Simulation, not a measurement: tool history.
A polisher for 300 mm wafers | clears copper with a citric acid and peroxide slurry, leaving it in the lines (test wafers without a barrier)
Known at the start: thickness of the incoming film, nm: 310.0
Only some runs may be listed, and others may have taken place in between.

| run | day | flow of slurry (ml/min) | pressure of the wafer on the pad (kPa) | speed of the pad under the wafer (m/s) | abrasive content of the slurry | overpolish time after the end point (s) | time until the end point was called (s) | dishing of a wide line in a test structure (Å) |
|---|---|---|---|---|---|---|---|---|
| 1 | 0.000 | 215 | 17.2 | 1.30 | 1.00 | 23 | 152.36 | 300.27 |
| 2 | 0.104 | 255 | 17.2 | 1.30 | 1.00 | 23 | 149.14 | 294.02 |
| 3 | 0.208 | 255 | 17.2 | 1.48 | 1.00 | 23 | 133.30 | 322.65 |
| 4 | 0.412 | 255 | 16.5 | 1.48 | 1.00 | 22 | 142.07 | 309.11 |
| 5 | 0.508 | 255 | 16.5 | 1.48 | 1.15 | 22 | 136.72 | 310.53 |
| 6 | 0.808 | 255 | 16.5 | 1.48 | 1.25 | 22 | 133.37 | 313.58 |

What will run 7 give?
| 7 | 0.862 | 255 | 15.9 | 1.48 | 1.25 | 21 | ? | ? |

Run 7 produced time until the end point was called (s) 138.20, dishing of a wide line in a test structure (Å) 290.48.
